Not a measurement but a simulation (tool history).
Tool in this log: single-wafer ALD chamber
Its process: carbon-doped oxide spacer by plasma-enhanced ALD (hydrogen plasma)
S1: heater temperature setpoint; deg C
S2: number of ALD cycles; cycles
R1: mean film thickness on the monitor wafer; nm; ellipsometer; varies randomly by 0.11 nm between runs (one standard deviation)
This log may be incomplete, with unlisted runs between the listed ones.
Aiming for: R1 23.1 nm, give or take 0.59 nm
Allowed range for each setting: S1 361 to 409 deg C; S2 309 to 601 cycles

run  hour   S1   S2      R1
  1     0  385  455  20.656
  2   8.6  385  461  21.038
  3  14.2  385  466  21.122
  4  20.7  385  471  21.229
  5  25.3  385  531  24.087
  6  33.1  385  529  24.121
  7  35.3  385  529  23.977
  8  45.1  385  527  23.764
  9  52.5  385  525  23.953
 10  57.1  385  523  23.932

Which single option among these 4 for the next run brings every result within its allowed miss of target? Just one does.
  A  61.7  381  511   ?
  B  61.7  379  485   ?
  C  61.7  378  476   ?
  D  61.7  397  476   ?

move      R1
   A   23.21
   B  22.029
   C   21.62
   D   21.62
A: hits every target within its allowed miss
B: the result that was furthest off in the last run now lies on the other side of its target
C: the result that was furthest off in the last run now lies on the other side of its target
D: the result that was furthest off in the last run now lies on the other side of its target
The move that meets every target is A.

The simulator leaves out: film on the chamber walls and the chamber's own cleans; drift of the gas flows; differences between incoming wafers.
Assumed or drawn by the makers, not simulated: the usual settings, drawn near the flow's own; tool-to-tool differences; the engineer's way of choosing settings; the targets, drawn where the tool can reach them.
